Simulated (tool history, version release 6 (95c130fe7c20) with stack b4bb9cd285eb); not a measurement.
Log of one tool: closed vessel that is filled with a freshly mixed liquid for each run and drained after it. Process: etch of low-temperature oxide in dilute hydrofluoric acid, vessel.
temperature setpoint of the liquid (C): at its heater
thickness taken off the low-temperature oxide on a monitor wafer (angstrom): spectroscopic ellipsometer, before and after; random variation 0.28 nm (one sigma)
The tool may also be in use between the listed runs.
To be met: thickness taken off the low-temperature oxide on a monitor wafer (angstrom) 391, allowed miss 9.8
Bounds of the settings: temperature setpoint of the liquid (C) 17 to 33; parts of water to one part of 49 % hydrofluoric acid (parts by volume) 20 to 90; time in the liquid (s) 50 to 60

run  hour  temperature setpoint of the liquid (C)  parts of water to one part of 49 % hydrofluoric acid (parts by volume)  time in the liquid (s)  thickness taken off the low-temperature oxide on a monitor wafer (angstrom)
  1     0                                      25                                                                      50                      60                                                                       312.92
  2   1.8                                      26                                                                      50                      60                                                                       328.09
  3   4.1                                    26.5                                                                      50                      60                                                                       332.26
  4   7.3                                      27                                                                      50                      60                                                                        341.4
  5  14.6                                      27                                                                      40                      60                                                                       430.87
     23.4  -- hydrofluoric acid flow meter replaced
  6  23.4                                      27                                                                      60                      60                                                                       254.88
  7  31.3                                      28                                                                      60                      60                                                                       266.17
  8  36.4                                      32                                                                      50                      60                                                                        380.1

Which of these 4 next moves meets every target?
  A  41.5                                      31                                                                      50                      60                                                                            ?
  B  41.5                                    32.5                                                                      45                      50                                                                            ?
  C  41.5                                      33                                                                      45                      50                                                                            ?
  D  41.5                                      32                                                                      45                      55                                                                            ?

move  thickness taken off the low-temperature oxide on a monitor wafer (angstrom)
   A                                                                       359.35
   B                                                                       355.51
   C                                                                       362.44
   D                                                                       383.56
A: further off than the last run
B: further off than the last run
C: further off than the last run
D: meets every target
The right move is D.
